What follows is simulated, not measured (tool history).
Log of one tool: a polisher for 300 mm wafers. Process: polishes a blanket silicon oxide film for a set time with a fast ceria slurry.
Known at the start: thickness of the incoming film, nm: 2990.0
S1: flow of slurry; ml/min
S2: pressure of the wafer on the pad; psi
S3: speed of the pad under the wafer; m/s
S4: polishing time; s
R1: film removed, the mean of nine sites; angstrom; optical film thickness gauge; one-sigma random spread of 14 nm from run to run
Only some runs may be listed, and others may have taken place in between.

Run 1, hour 0.0: S1 240 ml/min, S2 2.2 psi, S3 1.02 m/s, S4 97 s. Result: R1 13548 angstrom.
Run 2, hour 5.4: S1 240 ml/min, S2 2.2 psi, S3 1.02 m/s, S4 97 s. Result: R1 13553 angstrom.
Run 3, hour 13.7: S1 195 ml/min, S2 2.2 psi, S3 1.02 m/s, S4 97 s. Result: R1 13386 angstrom.
Run 4, hour 22.1: S1 195 ml/min, S2 2.3 psi, S3 1.02 m/s, S4 97 s. Result: R1 13815 angstrom.
Run 5, hour 26.0: S1 195 ml/min, S2 2.3 psi, S3 1.26 m/s, S4 97 s. Result: R1 16975 angstrom.
Run 6, hour 31.7: S1 200 ml/min, S2 2.3 psi, S3 1.26 m/s, S4 97 s. Result: R1 16775 angstrom.
Run 7, hour 35.6: S1 200 ml/min, S2 2.3 psi, S3 1.26 m/s, S4 97 s. Result: R1 16778 angstrom.
Run 8, hour 40.2: S1 200 ml/min, S2 2.3 psi, S3 1.26 m/s, S4 97 s. Result: R1 16715 angstrom.

Run 9 is up next; what results do you expect?
Run 9, hour 48.0: S1 210 ml/min, S2 2.4 psi, S3 1.26 m/s, S4 97 s. Result: R1 ?.

Run 9 yielded R1 17258 angstrom.
